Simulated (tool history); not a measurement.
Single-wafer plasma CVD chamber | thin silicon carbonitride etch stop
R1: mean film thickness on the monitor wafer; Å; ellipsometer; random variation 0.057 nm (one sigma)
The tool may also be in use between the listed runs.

run 1 day=0.000 | RF_power_(W)=215 deposition_time_(s)=20.9 | R1=132.69
run 2 day=0.371 | RF_power_(W)=215 deposition_time_(s)=18.1 | R1=113.98
run 3 day=0.488 | RF_power_(W)=225 deposition_time_(s)=18.2 | R1=117.08
run 4 day=0.850 | RF_power_(W)=230 deposition_time_(s)=18.3 | R1=117.72
run 5 day=1.004 | RF_power_(W)=235 deposition_time_(s)=18.4 | R1=118.75
run 6 day=1.125 | RF_power_(W)=235 deposition_time_(s)=16.3 | R1=105.59
run 7 day=1.179 | RF_power_(W)=245 deposition_time_(s)=16.9 | R1=111.55
run 8 day=1.488 | RF_power_(W)=245 deposition_time_(s)=16.9 | R1=110.59

Forecast run 9:
run 9 day=1.721 | RF_power_(W)=250 deposition_time_(s)=17.3 | R1=?

R1: 114.37 Å

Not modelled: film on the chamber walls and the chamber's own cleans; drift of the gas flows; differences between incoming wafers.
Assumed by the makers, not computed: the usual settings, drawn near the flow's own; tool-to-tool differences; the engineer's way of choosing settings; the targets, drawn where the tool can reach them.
